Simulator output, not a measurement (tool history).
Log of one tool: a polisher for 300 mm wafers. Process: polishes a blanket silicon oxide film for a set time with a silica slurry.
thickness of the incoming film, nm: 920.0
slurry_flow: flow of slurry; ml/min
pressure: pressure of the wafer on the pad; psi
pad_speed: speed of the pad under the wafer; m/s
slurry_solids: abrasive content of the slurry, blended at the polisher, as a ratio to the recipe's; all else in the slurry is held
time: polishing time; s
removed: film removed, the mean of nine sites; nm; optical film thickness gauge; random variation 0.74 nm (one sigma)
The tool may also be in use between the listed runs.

run 1 hour=0.0 | slurry_flow=275 pressure=3.7 pad_speed=1.10 slurry_solids=1.00 time=27 | removed=67.317
run 2 hour=2.0 | slurry_flow=275 pressure=3.7 pad_speed=1.38 slurry_solids=1.00 time=27 | removed=80.102
run 3 hour=5.4 | slurry_flow=275 pressure=3.5 pad_speed=1.38 slurry_solids=1.00 time=27 | removed=75.829
run 4 hour=12.9 | slurry_flow=275 pressure=3.4 pad_speed=1.38 slurry_solids=1.00 time=27 | removed=74.746
run 5 hour=17.4 | slurry_flow=275 pressure=3.4 pad_speed=1.38 slurry_solids=1.00 time=27 | removed=74.244
run 6 hour=22.6 | slurry_flow=275 pressure=3.4 pad_speed=1.38 slurry_solids=0.95 time=27 | removed=70.698

The next listed run, before its measurement:
run 7 hour=24.2 | slurry_flow=275 pressure=3.3 pad_speed=1.38 slurry_solids=0.95 time=27 | removed=?

removed: 71.050 nm
